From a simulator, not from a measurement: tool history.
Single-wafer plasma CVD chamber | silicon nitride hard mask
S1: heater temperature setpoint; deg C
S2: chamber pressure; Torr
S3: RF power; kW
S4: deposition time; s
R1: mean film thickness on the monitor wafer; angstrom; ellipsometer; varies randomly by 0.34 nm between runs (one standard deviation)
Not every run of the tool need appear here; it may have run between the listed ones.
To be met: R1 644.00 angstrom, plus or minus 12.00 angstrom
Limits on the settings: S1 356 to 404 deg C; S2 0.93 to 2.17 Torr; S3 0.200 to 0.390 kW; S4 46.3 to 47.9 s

run	hour	S1	S2	S3	S4	R1
1	0.0	380	1.55	0.295	46.3	558.21
2	5.9	380	1.55	0.335	46.3	608.74
3	11.8	380	1.55	0.335	46.3	605.24
4	17.1	380	1.62	0.335	46.3	612.41
5	23.0	380	1.62	0.320	46.3	588.28
6	26.3	373	1.62	0.320	46.3	596.38
7	27.3	373	1.71	0.325	46.3	605.11
8	34.1	373	1.76	0.330	46.3	619.50
9	39.6	373	1.81	0.330	46.3	620.97
10	44.2	373	1.85	0.330	46.3	628.21
11	48.9	373	1.88	0.330	46.3	627.74
12	57.7	373	1.88	0.330	46.3	630.06

Consider the 4 candidate settings below. Which is the only one whose results all fall within their allowed miss of target?
A	66.5	364	2.01	0.310	46.9	?
B	66.5	362	2.01	0.340	47.9	?
C	66.5	376	1.74	0.365	47.3	?
D	66.5	371	1.84	0.340	46.9	?

move	R1
A	619.99
B	675.38
C	671.79
D	645.15
A: misses by more than the last run did
B: takes the result that was furthest off past its target
C: takes the result that was furthest off past its target
D: hits every target within its allowed miss
Go with D: it meets all targets.
